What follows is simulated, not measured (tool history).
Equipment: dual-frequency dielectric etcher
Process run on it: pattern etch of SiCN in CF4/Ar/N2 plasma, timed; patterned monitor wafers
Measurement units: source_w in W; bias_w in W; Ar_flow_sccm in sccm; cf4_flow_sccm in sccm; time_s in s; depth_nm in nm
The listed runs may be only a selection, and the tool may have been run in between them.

run	hour	source_w	bias_w	Ar_flow_sccm	cf4_flow_sccm	time_s	depth_nm
1	0	580	55	131	66	139.5	120.49
2	4.3	580	55	131	59	139.5	118.66
3	6.4	640	55	131	59	139.5	131.51
4	12.8	640	55	119	59	139.5	133.66
5	14	640	55	119	59	145.5	139.15
6	20.3	680	55	119	59	145.5	147.96

What will run 7 give?
# hour 21.5: bias power generator calibrated
7	21.5	710	55	119	59	145.5	?

depth_nm: 155.27 nm
